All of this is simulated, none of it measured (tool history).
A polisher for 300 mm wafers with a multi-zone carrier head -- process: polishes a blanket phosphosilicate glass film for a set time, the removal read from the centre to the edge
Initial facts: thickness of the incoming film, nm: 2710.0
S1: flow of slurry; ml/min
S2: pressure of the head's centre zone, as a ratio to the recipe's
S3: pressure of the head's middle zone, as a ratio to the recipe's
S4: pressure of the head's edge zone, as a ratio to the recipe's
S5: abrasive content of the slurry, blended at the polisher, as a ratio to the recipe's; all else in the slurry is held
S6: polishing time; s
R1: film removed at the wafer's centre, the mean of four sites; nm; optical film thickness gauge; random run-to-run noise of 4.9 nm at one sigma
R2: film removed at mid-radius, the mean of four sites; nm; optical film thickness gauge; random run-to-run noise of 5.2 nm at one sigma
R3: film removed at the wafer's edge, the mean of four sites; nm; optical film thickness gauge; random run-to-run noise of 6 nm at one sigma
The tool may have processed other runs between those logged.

Run 1, hour 0: S1 125 ml/min, S2 1, S3 1, S4 1, S5 1, S6 79 s. Result: R1 802.47 nm, R2 721.25 nm, R3 728.81 nm.
Run 2, hour 5.4: S1 125 ml/min, S2 1, S3 0.94, S4 1, S5 1, S6 79 s. Result: R1 793.73 nm, R2 686.14 nm, R3 724.43 nm.
Run 3, hour 6.5: S1 130 ml/min, S2 0.99, S3 0.94, S4 1.02, S5 1, S6 79 s. Result: R1 803.07 nm, R2 692.28 nm, R3 725.26 nm.
Run 4, hour 13.4: S1 130 ml/min, S2 0.99, S3 0.87, S4 1.02, S5 1, S6 79 s. Result: R1 798.57 nm, R2 645.83 nm, R3 725.71 nm.
Run 5, hour 17.1: S1 130 ml/min, S2 0.99, S3 0.87, S4 1.09, S5 1, S6 79 s. Result: R1 787.83 nm, R2 639.78 nm, R3 756.29 nm.
At hour 19.5: centre zone pressure recalibrated.
Run 6, hour 19.5: S1 130 ml/min, S2 0.99, S3 0.82, S4 1.09, S5 1, S6 79 s. Result: R1 709 nm, R2 613.05 nm, R3 761.08 nm.
Run 7, hour 26.1: S1 135 ml/min, S2 0.97, S3 0.84, S4 1.1, S5 1, S6 79 s. Result: R1 690.88 nm, R2 630.88 nm, R3 777.21 nm.
Run 8, hour 31.1: S1 145 ml/min, S2 0.98, S3 0.85, S4 1.1, S5 1, S6 79 s. Result: R1 711.09 nm, R2 640.1 nm, R3 765.52 nm.
Run 9, hour 39.7: S1 150 ml/min, S2 0.99, S3 0.87, S4 1.11, S5 1, S6 79 s. Result: R1 721.49 nm, R2 661.22 nm, R3 771.57 nm.
Run 10, hour 48.4: S1 185 ml/min, S2 1.02, S3 0.92, S4 1.12, S5 1, S6 79 s. Result: R1 768.09 nm, R2 709.56 nm, R3 793.8 nm.

Run 11 comes next. What will it give?
Run 11, hour 57: S1 185 ml/min, S2 1.02, S3 0.93, S4 1.12, S5 1, S6 79 s. Result: R1 ?, R2 ?, R3 ?.

{"run 11": {"R1": 780.94, "R2": 720.3, "R3": 800.54}}

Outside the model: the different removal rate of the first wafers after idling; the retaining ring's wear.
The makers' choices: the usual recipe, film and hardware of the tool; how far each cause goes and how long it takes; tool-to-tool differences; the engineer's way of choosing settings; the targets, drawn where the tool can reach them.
